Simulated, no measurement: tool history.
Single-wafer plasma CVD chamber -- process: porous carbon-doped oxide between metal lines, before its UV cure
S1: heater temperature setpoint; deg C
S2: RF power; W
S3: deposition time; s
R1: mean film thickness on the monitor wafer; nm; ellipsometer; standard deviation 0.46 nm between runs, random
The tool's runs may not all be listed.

| run | day | S1 | S2 | S3 | R1 |
|---|---|---|---|---|---|
| 1 | 0.000 | 305 | 525 | 29.5 | 151.57 |
| 2 | 0.146 | 305 | 525 | 29.5 | 151.09 |
| 3 | 0.371 | 305 | 525 | 29.5 | 151.16 |
| 4 | 0.621 | 301 | 545 | 29.5 | 160.56 |
| 5 | 0.983 | 298 | 550 | 29.5 | 164.57 |
| 6 | 1.179 | 298 | 485 | 29.5 | 146.12 |
| 7 | 1.229 | 295 | 505 | 29.5 | 155.16 |

Run 8 has not been measured yet. What should we expect?
| 8 | 1.429 | 293 | 520 | 29.5 | ? |

Logged for run 8: R1 161.13 nm.
